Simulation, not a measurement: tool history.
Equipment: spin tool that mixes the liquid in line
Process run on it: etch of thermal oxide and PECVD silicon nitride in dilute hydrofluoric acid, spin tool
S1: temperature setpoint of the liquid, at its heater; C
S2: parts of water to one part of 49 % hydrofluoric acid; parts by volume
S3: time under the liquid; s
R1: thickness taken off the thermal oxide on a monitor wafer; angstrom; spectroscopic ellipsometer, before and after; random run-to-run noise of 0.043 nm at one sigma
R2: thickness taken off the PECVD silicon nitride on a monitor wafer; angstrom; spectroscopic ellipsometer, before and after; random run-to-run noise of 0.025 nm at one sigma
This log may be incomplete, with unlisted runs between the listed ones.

run	day	S1	S2	S3	R1	R2
1	0	22	175	180	47.328	30.121
2	0.317	21.5	165	175	48.872	30.33
3	0.517	21	155	175	51.317	31.514
4	0.838	21	130	175	62.085	37.765
5	0.883	21	180	175	42.939	27.561
6	0.912	20.5	165	170	45.373	27.421
7	1.267	20	155	170	48.967	28.565

Run 8 comes next. What will it give?
8	1.429	20	150	170	?	?

Logged for run 8: R1 49.707 angstrom, R2 29.548 angstrom.
